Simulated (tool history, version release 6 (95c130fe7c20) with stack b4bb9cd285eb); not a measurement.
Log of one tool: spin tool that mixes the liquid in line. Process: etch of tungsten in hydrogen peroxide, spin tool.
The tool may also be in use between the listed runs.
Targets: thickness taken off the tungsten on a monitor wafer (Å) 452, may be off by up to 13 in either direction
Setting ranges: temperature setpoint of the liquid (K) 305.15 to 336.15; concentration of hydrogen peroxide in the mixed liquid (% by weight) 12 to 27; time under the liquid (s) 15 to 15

run    day  temperature setpoint of the liquid (K)  concentration of hydrogen peroxide in the mixed liquid (% by weight)  time under the liquid (s)  thickness taken off the tungsten on a monitor wafer (Å)
  1      0                                  320.15                                                                    18                         15                                                   254.52
  2  0.196                                  317.65                                                                    18                         15                                                   218.03
  3  0.342                                  319.15                                                                    18                         15                                                   237.91
  4  0.688                                  319.15                                                                    15                         15                                                   220.39
  5  0.925                                  319.15                                                                    17                         15                                                   230.53
  6  1.138                                  319.15                                                                  15.5                         15                                                   223.71
  7  1.242                                  320.65                                                                  15.5                         15                                                   246.32
  8  1.579                                  322.15                                                                  15.5                         15                                                   268.28
  9  1.733                                  323.15                                                                  15.5                         15                                                   285.85
 10  1.829                                  324.15                                                                  15.5                         15                                                   306.35
 11  2.117                                  325.15                                                                  15.5                         15                                                   321.56
 12  2.162                                  326.15                                                                  15.5                         15                                                   341.01
 13  2.396                                  326.65                                                                  15.5                         15                                                   350.51
 14  2.488                                  327.15                                                                  15.5                         15                                                   363.57
 15  2.667                                  327.15                                                                  15.5                         15                                                   363.62

Exactly one of the 4 candidate moves below puts every result within its allowed miss. Which one?
  A  2.846                                  328.15                                                                    21                         15                                                        ?
  B  2.846                                  329.15                                                                    22                         15                                                        ?
  C  2.846                                  331.65                                                                    12                         15                                                        ?
  D  2.846                                  328.65                                                                  18.5                         15                                                        ?

move  thickness taken off the tungsten on a monitor wafer (Å)
   A                                                   446.54
   B                                                   484.87
   C                                                   414.47
   D                                                   431.71
A: every result within its allowed miss
B: moves the result that the last run missed by most past its target, out the other side
C: moves toward the targets from the last run without getting all of them in spec
D: moves toward the targets from the last run without getting all of them in spec
Correct choice: A, which meets every target

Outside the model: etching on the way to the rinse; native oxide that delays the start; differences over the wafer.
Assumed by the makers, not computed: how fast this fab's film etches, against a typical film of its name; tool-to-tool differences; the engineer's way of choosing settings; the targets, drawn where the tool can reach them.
